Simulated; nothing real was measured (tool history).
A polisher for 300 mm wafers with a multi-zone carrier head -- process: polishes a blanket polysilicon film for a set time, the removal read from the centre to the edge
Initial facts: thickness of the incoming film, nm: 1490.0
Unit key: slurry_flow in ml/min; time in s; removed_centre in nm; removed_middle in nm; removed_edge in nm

run 1 hour=0.0 | slurry_flow=250 centre_zone=1.00 middle_zone=1.00 edge_zone=1.00 time=32 | removed_centre=165.88 removed_middle=157.40 removed_edge=155.08
run 2 hour=6.2 | slurry_flow=245 centre_zone=0.98 middle_zone=0.99 edge_zone=0.98 time=30 | removed_centre=156.77 removed_middle=148.33 removed_edge=145.61
run 3 hour=14.9 | slurry_flow=245 centre_zone=0.98 middle_zone=0.91 edge_zone=0.98 time=30 | removed_centre=152.47 removed_middle=142.35 removed_edge=143.57
run 4 hour=23.6 | slurry_flow=240 centre_zone=0.96 middle_zone=0.90 edge_zone=0.96 time=28 | removed_centre=140.71 removed_middle=131.41 removed_edge=135.10
run 5 hour=31.7 | slurry_flow=240 centre_zone=0.95 middle_zone=0.91 edge_zone=0.94 time=26 | removed_centre=129.44 removed_middle=121.57 removed_edge=122.26
run 6 hour=33.7 | slurry_flow=240 centre_zone=0.95 middle_zone=0.97 edge_zone=0.94 time=26 | removed_centre=129.44 removed_middle=125.98 removed_edge=118.63
run 7 hour=38.7 | slurry_flow=235 centre_zone=0.93 middle_zone=0.95 edge_zone=0.92 time=26 | removed_centre=125.83 removed_middle=123.88 removed_edge=119.82
run 8 hour=40.3 | slurry_flow=235 centre_zone=0.92 middle_zone=0.94 edge_zone=0.91 time=25 | removed_centre=121.17 removed_middle=119.19 removed_edge=117.15
run 9 hour=47.4 | slurry_flow=230 centre_zone=0.91 middle_zone=0.94 edge_zone=0.90 time=24 | removed_centre=115.52 removed_middle=113.75 removed_edge=107.77
run 10 hour=55.0 | slurry_flow=220 centre_zone=0.90 middle_zone=0.93 edge_zone=0.89 time=24 | removed_centre=115.21 removed_middle=113.91 removed_edge=109.00

Run 11 is up next; what results do you expect?
run 11 hour=58.5 | slurry_flow=220 centre_zone=0.89 middle_zone=0.92 edge_zone=0.88 time=24 | removed_centre=? removed_middle=? removed_edge=?

{"run 11": {"removed_centre": 112.77, "removed_middle": 112.69, "removed_edge": 107.45}}

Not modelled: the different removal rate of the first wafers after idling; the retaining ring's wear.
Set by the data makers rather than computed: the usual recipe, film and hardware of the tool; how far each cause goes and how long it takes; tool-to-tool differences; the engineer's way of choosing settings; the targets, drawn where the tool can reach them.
